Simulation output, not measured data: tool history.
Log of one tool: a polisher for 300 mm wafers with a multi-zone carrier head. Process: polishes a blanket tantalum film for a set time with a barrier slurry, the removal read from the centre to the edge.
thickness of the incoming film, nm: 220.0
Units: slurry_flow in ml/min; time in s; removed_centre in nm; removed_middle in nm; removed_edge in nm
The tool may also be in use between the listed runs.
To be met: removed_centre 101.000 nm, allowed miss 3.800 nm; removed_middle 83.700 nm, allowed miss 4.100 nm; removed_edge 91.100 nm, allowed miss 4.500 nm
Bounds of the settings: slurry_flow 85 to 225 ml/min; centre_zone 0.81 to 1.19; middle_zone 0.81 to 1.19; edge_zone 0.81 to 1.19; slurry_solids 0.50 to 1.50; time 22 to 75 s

run 1 hour=0.0 | slurry_flow=145 centre_zone=1.00 middle_zone=1.00 edge_zone=1.00 slurry_solids=1.00 time=48 | removed_centre=65.836 removed_middle=68.286 removed_edge=66.141
run 2 hour=7.3 | slurry_flow=145 centre_zone=1.00 middle_zone=1.00 edge_zone=0.93 slurry_solids=1.00 time=48 | removed_centre=64.497 removed_middle=66.264 removed_edge=65.895
run 3 hour=8.0 | slurry_flow=145 centre_zone=1.00 middle_zone=1.00 edge_zone=0.93 slurry_solids=1.00 time=58 | removed_centre=79.565 removed_middle=79.812 removed_edge=76.839
run 4 hour=9.3 | slurry_flow=145 centre_zone=1.07 middle_zone=1.00 edge_zone=0.93 slurry_solids=1.00 time=58 | removed_centre=85.226 removed_middle=80.499 removed_edge=78.806
run 5 hour=17.4 | slurry_flow=145 centre_zone=1.07 middle_zone=1.04 edge_zone=0.93 slurry_solids=1.00 time=58 | removed_centre=85.640 removed_middle=82.177 removed_edge=77.292
run 6 hour=25.7 | slurry_flow=145 centre_zone=1.07 middle_zone=1.04 edge_zone=0.93 slurry_solids=1.00 time=62 | removed_centre=92.027 removed_middle=90.855 removed_edge=84.525
run 7 hour=34.1 | slurry_flow=145 centre_zone=1.08 middle_zone=1.01 edge_zone=0.94 slurry_solids=1.00 time=62 | removed_centre=91.420 removed_middle=84.734 removed_edge=83.521
run 8 hour=39.1 | slurry_flow=150 centre_zone=1.09 middle_zone=1.00 edge_zone=0.95 slurry_solids=1.05 time=62 | removed_centre=93.256 removed_middle=87.720 removed_edge=85.980
run 9 hour=44.8 | slurry_flow=150 centre_zone=1.11 middle_zone=0.98 edge_zone=0.95 slurry_solids=1.05 time=62 | removed_centre=96.860 removed_middle=85.810 removed_edge=86.378
run 10 hour=48.6 | slurry_flow=150 centre_zone=1.11 middle_zone=0.96 edge_zone=0.96 slurry_solids=1.05 time=62 | removed_centre=93.968 removed_middle=81.754 removed_edge=87.039
run 11 hour=49.5 | slurry_flow=155 centre_zone=1.12 middle_zone=0.96 edge_zone=0.96 slurry_solids=1.05 time=62 | removed_centre=98.233 removed_middle=83.942 removed_edge=84.080

Which of these 4 next moves meets every target?
run A hour=50.4 | slurry_flow=85 centre_zone=1.16 middle_zone=0.92 edge_zone=0.95 slurry_solids=1.40 time=64 | removed_centre=? removed_middle=? removed_edge=?
run B hour=50.4 | slurry_flow=140 centre_zone=1.12 middle_zone=0.93 edge_zone=1.14 slurry_solids=1.20 time=66 | removed_centre=? removed_middle=? removed_edge=?
run C hour=50.4 | slurry_flow=105 centre_zone=1.07 middle_zone=0.95 edge_zone=0.90 slurry_solids=0.95 time=68 | removed_centre=? removed_middle=? removed_edge=?
run D hour=50.4 | slurry_flow=95 centre_zone=1.08 middle_zone=0.96 edge_zone=0.89 slurry_solids=1.10 time=65 | removed_centre=? removed_middle=? removed_edge=?

move=A removed_centre=101.390 removed_middle=83.416 removed_edge=90.120
move=B removed_centre=106.800 removed_middle=90.771 removed_edge=102.650
move=C removed_centre=92.932 removed_middle=84.753 removed_edge=86.076
move=D removed_centre=92.050 removed_middle=84.098 removed_edge=84.732
A: meets every target
B: takes the result that was furthest off past its target
C: further off than the last run
D: further off than the last run
Answer: A
